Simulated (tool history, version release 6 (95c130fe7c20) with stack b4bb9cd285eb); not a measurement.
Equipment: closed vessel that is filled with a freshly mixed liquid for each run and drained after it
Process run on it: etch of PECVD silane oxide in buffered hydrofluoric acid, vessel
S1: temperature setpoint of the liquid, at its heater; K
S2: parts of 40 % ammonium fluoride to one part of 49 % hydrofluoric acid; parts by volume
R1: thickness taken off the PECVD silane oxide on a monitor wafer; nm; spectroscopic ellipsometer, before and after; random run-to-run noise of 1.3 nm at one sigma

Run 1, hour 0: S1 298.15 K, S2 13.5 parts by volume, time in the liquid (s) 90. Result: R1 122.84 nm.
Run 2, hour 3.8: S1 298.15 K, S2 13.5 parts by volume, time in the liquid (s) 90. Result: R1 123.65 nm.
Run 3, hour 5.4: S1 299.65 K, S2 13.5 parts by volume, time in the liquid (s) 90. Result: R1 133.43 nm.
Run 4, hour 6.8: S1 299.65 K, S2 13.5 parts by volume, time in the liquid (s) 95. Result: R1 140.11 nm.
Run 5, hour 15.4: S1 301.15 K, S2 13.5 parts by volume, time in the liquid (s) 95. Result: R1 150.83 nm.
Run 6, hour 16: S1 298.65 K, S2 13.5 parts by volume, time in the liquid (s) 95. Result: R1 134.37 nm.

Run 7 has not been measured yet. What should we expect?
Run 7, hour 21.9: S1 300.15 K, S2 13.5 parts by volume, time in the liquid (s) 95. Result: R1 ?.

R1: 144.52 nm

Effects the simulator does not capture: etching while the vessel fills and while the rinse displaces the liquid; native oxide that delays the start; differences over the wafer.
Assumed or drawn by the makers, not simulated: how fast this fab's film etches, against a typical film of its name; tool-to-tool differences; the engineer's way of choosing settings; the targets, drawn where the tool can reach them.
